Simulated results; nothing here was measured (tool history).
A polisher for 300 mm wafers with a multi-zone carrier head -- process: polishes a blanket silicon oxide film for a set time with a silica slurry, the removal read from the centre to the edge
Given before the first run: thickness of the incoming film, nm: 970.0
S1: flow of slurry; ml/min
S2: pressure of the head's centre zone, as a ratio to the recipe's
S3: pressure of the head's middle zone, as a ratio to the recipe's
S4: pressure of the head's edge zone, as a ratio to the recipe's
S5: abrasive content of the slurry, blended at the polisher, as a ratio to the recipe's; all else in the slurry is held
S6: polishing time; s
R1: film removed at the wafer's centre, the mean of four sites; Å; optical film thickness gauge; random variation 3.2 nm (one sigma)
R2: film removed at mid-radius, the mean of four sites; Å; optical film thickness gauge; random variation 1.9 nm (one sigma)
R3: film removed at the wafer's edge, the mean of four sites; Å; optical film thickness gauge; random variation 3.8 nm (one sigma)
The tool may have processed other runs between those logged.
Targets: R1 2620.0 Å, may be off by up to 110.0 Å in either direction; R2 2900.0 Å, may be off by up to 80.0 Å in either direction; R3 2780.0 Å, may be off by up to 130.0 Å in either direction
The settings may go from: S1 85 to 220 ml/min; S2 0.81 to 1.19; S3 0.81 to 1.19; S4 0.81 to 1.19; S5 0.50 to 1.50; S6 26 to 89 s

Run 1, hour 0.0: S1 140 ml/min, S2 1.00, S3 1.00, S4 1.00, S5 1.00, S6 57 s. Result: R1 2287.5 Å, R2 2425.8 Å, R3 2281.3 Å.
Run 2, hour 4.2: S1 140 ml/min, S2 1.00, S3 1.00, S4 1.00, S5 0.80, S6 57 s. Result: R1 2147.6 Å, R2 2271.9 Å, R3 2173.4 Å.
Run 3, hour 9.7: S1 140 ml/min, S2 1.00, S3 1.06, S4 1.00, S5 0.80, S6 57 s. Result: R1 2136.0 Å, R2 2337.0 Å, R3 2133.5 Å.
Run 4, hour 18.6: S1 140 ml/min, S2 1.00, S3 1.06, S4 1.00, S5 0.80, S6 65 s. Result: R1 2474.4 Å, R2 2701.2 Å, R3 2387.4 Å.
Run 5, hour 21.6: S1 150 ml/min, S2 0.99, S3 1.05, S4 1.04, S5 0.85, S6 65 s. Result: R1 2502.3 Å, R2 2775.7 Å, R3 2563.2 Å.
Run 6, hour 28.9: S1 150 ml/min, S2 0.99, S3 1.05, S4 0.99, S5 0.85, S6 65 s. Result: R1 2496.2 Å, R2 2762.2 Å, R3 2537.7 Å.
Run 7, hour 37.1: S1 160 ml/min, S2 0.99, S3 1.05, S4 1.00, S5 0.85, S6 65 s. Result: R1 2578.9 Å, R2 2808.7 Å, R3 2573.6 Å.
Run 8, hour 41.9: S1 165 ml/min, S2 0.98, S3 1.04, S4 1.01, S5 0.85, S6 65 s. Result: R1 2543.8 Å, R2 2780.1 Å, R3 2537.0 Å.
Run 9, hour 48.7: S1 165 ml/min, S2 0.98, S3 1.03, S4 1.04, S5 0.90, S6 65 s. Result: R1 2629.2 Å, R2 2805.4 Å, R3 2636.0 Å.

Exercise: of the 5 proposed moves below, exactly one satisfies all targets within the stated allowed misses. Which move is it?
Run A, hour 55.5: S1 175 ml/min, S2 0.96, S3 1.03, S4 1.08, S5 0.90, S6 67 s. Result: R1 ?, R2 ?, R3 ?.
Run B, hour 55.5: S1 135 ml/min, S2 0.94, S3 0.90, S4 1.10, S5 0.65, S6 77 s. Result: R1 ?, R2 ?, R3 ?.
Run C, hour 55.5: S1 140 ml/min, S2 0.82, S3 0.93, S4 1.01, S5 0.85, S6 72 s. Result: R1 ?, R2 ?, R3 ?.
Run D, hour 55.5: S1 185 ml/min, S2 0.98, S3 1.12, S4 1.03, S5 0.75, S6 65 s. Result: R1 ?, R2 ?, R3 ?.
Run E, hour 55.5: S1 180 ml/min, S2 1.07, S3 1.00, S4 1.04, S5 1.00, S6 65 s. Result: R1 ?, R2 ?, R3 ?.

move      R1      R2      R3
   A  2612.8  2936.4  2764.2
   B  2510.9  2585.2  2795.7
   C  2300.3  2724.4  2738.6
   D  2463.6  2917.4  2488.3
   E  2887.6  2883.9  2730.6
A: hits every target within its allowed miss
B: the biggest miss grows against the last run
C: the biggest miss grows against the last run
D: corrects the largest miss of the last run, while another result sits out of spec
E: corrects the largest miss of the last run, while another result sits out of spec
Go with A: it meets all targets.
